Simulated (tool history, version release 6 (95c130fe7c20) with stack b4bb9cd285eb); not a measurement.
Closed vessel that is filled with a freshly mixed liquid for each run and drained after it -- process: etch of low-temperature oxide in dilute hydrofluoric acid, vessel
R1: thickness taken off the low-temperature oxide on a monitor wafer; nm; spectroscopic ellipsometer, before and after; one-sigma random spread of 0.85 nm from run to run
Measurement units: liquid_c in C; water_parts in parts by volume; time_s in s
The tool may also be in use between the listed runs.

run 1 hour=0.0 | liquid_c=25.0 water_parts=45 time_s=100 | R1=57.713
run 2 hour=5.9 | liquid_c=25.0 water_parts=45 time_s=100 | R1=58.521
run 3 hour=9.8 | liquid_c=26.0 water_parts=40 time_s=100 | R1=68.823
run 4 hour=12.8 | liquid_c=26.0 water_parts=50 time_s=100 | R1=53.690
run 5 hour=15.7 | liquid_c=26.0 water_parts=50 time_s=100 | R1=53.220
run 6 hour=18.8 | liquid_c=27.0 water_parts=45 time_s=100 | R1=62.026
run 7 hour=19.8 | liquid_c=28.0 water_parts=40 time_s=100 | R1=73.794
run 8 hour=25.3 | liquid_c=28.5 water_parts=40 time_s=100 | R1=74.772
run 9 hour=33.4 | liquid_c=29.0 water_parts=35 time_s=100 | R1=88.067
run 10 hour=34.0 | liquid_c=29.5 water_parts=35 time_s=100 | R1=90.568
run 11 hour=40.1 | liquid_c=30.0 water_parts=35 time_s=100 | R1=91.747
run 12 hour=45.6 | liquid_c=30.0 water_parts=35 time_s=100 | R1=93.132
run 13 hour=50.7 | liquid_c=30.5 water_parts=35 time_s=100 | R1=95.239

Run 14, settings as shown, results not yet in. Your forecast:
run 14 hour=59.1 | liquid_c=31.0 water_parts=35 time_s=100 | R1=?

R1: 96.128 nm
